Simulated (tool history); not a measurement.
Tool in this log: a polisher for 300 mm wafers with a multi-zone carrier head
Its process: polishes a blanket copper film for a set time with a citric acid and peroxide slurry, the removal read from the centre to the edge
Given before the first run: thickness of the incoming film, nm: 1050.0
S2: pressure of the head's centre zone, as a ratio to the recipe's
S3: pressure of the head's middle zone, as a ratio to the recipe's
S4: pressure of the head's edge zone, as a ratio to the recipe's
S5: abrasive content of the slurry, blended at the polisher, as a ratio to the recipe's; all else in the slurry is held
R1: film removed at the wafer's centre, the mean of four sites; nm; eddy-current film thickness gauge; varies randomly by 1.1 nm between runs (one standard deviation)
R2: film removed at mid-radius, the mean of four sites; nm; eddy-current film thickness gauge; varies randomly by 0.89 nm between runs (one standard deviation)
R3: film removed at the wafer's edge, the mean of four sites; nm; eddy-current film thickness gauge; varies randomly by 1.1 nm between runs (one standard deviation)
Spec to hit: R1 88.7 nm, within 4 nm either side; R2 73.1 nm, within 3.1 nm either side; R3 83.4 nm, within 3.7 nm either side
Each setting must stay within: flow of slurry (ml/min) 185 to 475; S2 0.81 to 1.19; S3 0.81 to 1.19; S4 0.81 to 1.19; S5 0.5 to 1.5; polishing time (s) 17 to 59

{"run": 1, "day": 0.0, "flow of slurry (ml/min)": 305, "S2": 1, "S3": 1, "S4": 1, "S5": 1, "polishing time (s)": 38, "R1": 71.536, "R2": 72.033, "R3": 74.617}
{"run": 2, "day": 0.317, "flow of slurry (ml/min)": 305, "S2": 1, "S3": 0.93, "S4": 1, "S5": 1, "polishing time (s)": 38, "R1": 70.829, "R2": 68.533, "R3": 74.145}
{"run": 3, "day": 0.633, "flow of slurry (ml/min)": 305, "S2": 1.07, "S3": 0.93, "S4": 1, "S5": 1, "polishing time (s)": 38, "R1": 75.644, "R2": 68.238, "R3": 72.38}
{"run": 4, "day": 0.921, "flow of slurry (ml/min)": 305, "S2": 1.07, "S3": 0.93, "S4": 0.92, "S5": 1, "polishing time (s)": 38, "R1": 75.916, "R2": 68.629, "R3": 68.928}
{"run": 5, "day": 1.296, "flow of slurry (ml/min)": 305, "S2": 1.07, "S3": 0.93, "S4": 0.96, "S5": 1, "polishing time (s)": 38, "R1": 76.398, "R2": 68.786, "R3": 71.786}
{"run": 6, "day": 1.579, "flow of slurry (ml/min)": 305, "S2": 1.09, "S3": 0.93, "S4": 1, "S5": 1.1, "polishing time (s)": 38, "R1": 79.633, "R2": 69.957, "R3": 75.747}
{"run": 7, "day": 1.833, "flow of slurry (ml/min)": 310, "S2": 1.11, "S3": 0.93, "S4": 1.02, "S5": 1.15, "polishing time (s)": 38, "R1": 81.731, "R2": 71.234, "R3": 76.029}
{"run": 8, "day": 1.867, "flow of slurry (ml/min)": 310, "S2": 1.12, "S3": 0.92, "S4": 1.05, "S5": 1.2, "polishing time (s)": 38, "R1": 84.338, "R2": 71.608, "R3": 79.217}

Next run, 5 choices. One meets every target within its allowed miss, the rest don't. Which?
{"run": "A", "day": 1.9, "flow of slurry (ml/min)": 300, "S2": 0.94, "S3": 0.93, "S4": 1.12, "S5": 1.2, "polishing time (s)": 44, "R1": "?", "R2": "?", "R3": "?"}
{"run": "B", "day": 1.9, "flow of slurry (ml/min)": 325, "S2": 1.11, "S3": 0.97, "S4": 1.08, "S5": 1.5, "polishing time (s)": 38, "R1": "?", "R2": "?", "R3": "?"}
{"run": "C", "day": 1.9, "flow of slurry (ml/min)": 260, "S2": 1.1, "S3": 0.97, "S4": 1.16, "S5": 1.15, "polishing time (s)": 39, "R1": "?", "R2": "?", "R3": "?"}
{"run": "D", "day": 1.9, "flow of slurry (ml/min)": 305, "S2": 1.1, "S3": 0.86, "S4": 1.04, "S5": 1.1, "polishing time (s)": 42, "R1": "?", "R2": "?", "R3": "?"}
{"run": "E", "day": 1.9, "flow of slurry (ml/min)": 310, "S2": 0.91, "S3": 0.93, "S4": 1.14, "S5": 1.15, "polishing time (s)": 44, "R1": "?", "R2": "?", "R3": "?"}

move=A R1=80.204 R2=82.076 R3=92.698
move=B R1=87.551 R2=77.86 R3=83.732
move=C R1=80.885 R2=72.785 R3=81.67
move=D R1=87.83 R2=72.721 R3=83.531
move=E R1=77.065 R2=81.466 R3=92.76
A: pushes the last run's worst result past its target
B: the furthest-off result lands on target, but another misses its tolerance
C: the furthest-off result lands on target, but another misses its tolerance
D: hits every target within its allowed miss
E: pushes the last run's worst result past its target
Move D is the one to make.

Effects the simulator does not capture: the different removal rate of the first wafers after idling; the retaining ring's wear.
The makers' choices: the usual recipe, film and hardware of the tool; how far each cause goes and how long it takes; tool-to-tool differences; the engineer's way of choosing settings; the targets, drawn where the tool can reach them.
